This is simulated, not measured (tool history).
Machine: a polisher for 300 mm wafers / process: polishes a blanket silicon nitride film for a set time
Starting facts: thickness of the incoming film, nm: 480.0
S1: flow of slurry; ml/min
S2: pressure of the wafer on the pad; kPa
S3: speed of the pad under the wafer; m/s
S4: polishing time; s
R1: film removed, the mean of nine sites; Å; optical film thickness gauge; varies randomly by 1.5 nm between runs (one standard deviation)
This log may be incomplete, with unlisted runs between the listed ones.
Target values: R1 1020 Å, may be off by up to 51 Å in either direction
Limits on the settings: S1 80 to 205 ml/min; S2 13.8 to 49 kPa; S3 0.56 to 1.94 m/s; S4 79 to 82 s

run,day,S1,S2,S3,S4,R1
1,0,135,31,1.24,79,1957.7
2,0.317,135,23.4,1.24,79,1438.8
3,0.479,135,23.4,1.24,79,1509.3
4,0.838,135,23.4,1.24,79,1502.2
5,0.983,135,22.1,1.24,79,1399.4
6,1.3,135,19.3,1.24,79,1192
7,1.562,135,18.6,1.24,79,1207
8,1.667,135,17.9,1.24,79,1119.1

Which one of the following 4 next-run settings gets every result inside its allowed miss? There is exactly one.
A,1.771,135,18.6,1.28,81,?
B,1.771,135,17.2,1.28,81,?
C,1.771,155,18.6,1.4,82,?
D,1.771,130,15.9,1.28,79,?

move,R1
A,1245.5
B,1157.7
C,1374.6
D,1037.2
A: lands further from the targets than the last run did
B: lands further from the targets than the last run did
C: lands further from the targets than the last run did
D: all results land within tolerance of their targets
Go with D: it meets all targets.
